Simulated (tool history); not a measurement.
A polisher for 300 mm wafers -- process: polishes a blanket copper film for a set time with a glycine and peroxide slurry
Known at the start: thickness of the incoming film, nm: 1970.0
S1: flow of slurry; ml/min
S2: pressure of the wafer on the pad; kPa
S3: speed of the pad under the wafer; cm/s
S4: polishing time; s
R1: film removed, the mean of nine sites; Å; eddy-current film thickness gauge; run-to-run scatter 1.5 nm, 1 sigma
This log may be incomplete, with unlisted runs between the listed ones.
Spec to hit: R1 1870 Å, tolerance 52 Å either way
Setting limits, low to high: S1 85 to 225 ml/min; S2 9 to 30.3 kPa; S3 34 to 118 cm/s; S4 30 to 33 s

run	hour	S1	S2	S3	S4	R1
1	0	145	19.3	76	33	1334.4
2	1	145	19.3	60	33	1110
3	2.9	145	19.3	60	30	1009
4	3.8	145	19.3	68	30	1125.2
5	11.7	155	22.8	68	30	1262.6
# hour 19: head pressure recalibrated
6	19	155	22.8	52	30	1106.4
7	20.4	165	24.8	58	30	1313.3
8	22.6	180	26.2	60	30	1419.4
9	29.3	185	27.6	62	30	1534.4
10	37	190	28.3	64	30	1611
11	39.4	195	29	66	30	1671.5
12	42.3	195	29	66	30	1702.6
13	44.9	200	29.6	66	30	1703.2
14	53.1	200	29.6	68	30	1752.4
15	55.8	200	29.6	70	30	1797.1

Consider the 5 candidate settings below. Which is the only one whose results all fall within their allowed miss of target?
A	58.5	215	26.9	72	30	?
B	58.5	220	29.6	68	31	?
C	58.5	205	27.6	72	30	?
D	58.5	205	25.5	72	30	?
E	58.5	225	26.2	74	31	?

move	R1
A	1705.4
B	1829.4
C	1730.6
D	1623
E	1773.6
A: its largest miss is bigger than the last run's
B: every result within its allowed miss
C: its largest miss is bigger than the last run's
D: its largest miss is bigger than the last run's
E: its largest miss is bigger than the last run's
Go with B: it meets all targets.

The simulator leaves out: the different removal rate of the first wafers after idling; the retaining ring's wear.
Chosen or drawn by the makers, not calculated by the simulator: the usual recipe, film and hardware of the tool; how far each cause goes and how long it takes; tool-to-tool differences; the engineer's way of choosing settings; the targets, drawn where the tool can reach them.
